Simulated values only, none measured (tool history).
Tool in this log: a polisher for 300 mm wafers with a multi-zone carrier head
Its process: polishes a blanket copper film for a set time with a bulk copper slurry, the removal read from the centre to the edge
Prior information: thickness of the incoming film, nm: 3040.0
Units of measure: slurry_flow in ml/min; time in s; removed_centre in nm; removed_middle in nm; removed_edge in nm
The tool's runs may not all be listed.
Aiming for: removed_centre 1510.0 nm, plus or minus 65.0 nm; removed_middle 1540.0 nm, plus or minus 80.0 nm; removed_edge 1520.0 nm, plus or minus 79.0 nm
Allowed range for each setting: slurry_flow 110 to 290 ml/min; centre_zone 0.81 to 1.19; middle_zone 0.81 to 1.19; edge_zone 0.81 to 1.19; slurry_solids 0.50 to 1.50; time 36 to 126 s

run	hour	slurry_flow	centre_zone	middle_zone	edge_zone	slurry_solids	time	removed_centre	removed_middle	removed_edge
1	0.0	185	1.00	1.00	1.00	1.00	81	1127.8	1122.7	1163.5
2	1.6	190	1.01	1.02	1.02	1.15	83	1203.5	1243.3	1248.3
3	7.5	195	1.03	1.02	1.04	1.25	84	1277.8	1266.4	1278.1
4	13.9	195	1.03	1.02	0.96	1.25	84	1263.3	1280.4	1230.5
5	15.3	200	1.03	1.03	0.99	1.30	86	1324.0	1357.5	1318.6
6	23.0	200	1.11	1.03	0.99	1.30	86	1417.2	1388.9	1336.2
7	26.2	205	1.11	1.04	1.03	1.35	87	1441.0	1350.9	1356.2
8	34.7	205	1.09	1.05	1.04	1.35	89	1431.7	1430.2	1384.2

5 next moves are on the table. One of them brings every result within its allowed miss. Which?
A	43.2	215	1.15	1.03	0.96	1.40	80	?	?	?
B	43.2	185	1.04	1.03	1.07	1.25	85	?	?	?
C	43.2	185	1.19	1.14	0.95	1.50	86	?	?	?
D	43.2	285	1.07	1.19	0.82	1.30	86	?	?	?
E	43.2	200	1.09	1.07	1.13	1.50	91	?	?	?

move	removed_centre	removed_middle	removed_edge
A	1373.4	1267.1	1240.6
B	1280.4	1283.1	1331.2
C	1508.1	1478.5	1326.3
D	1421.6	1565.4	1247.0
E	1505.7	1498.9	1542.7
A: moves away from the targets compared with the last run
B: moves away from the targets compared with the last run
C: moves away from the targets compared with the last run
D: moves away from the targets compared with the last run
E: every result lands within tolerance
Answer: E
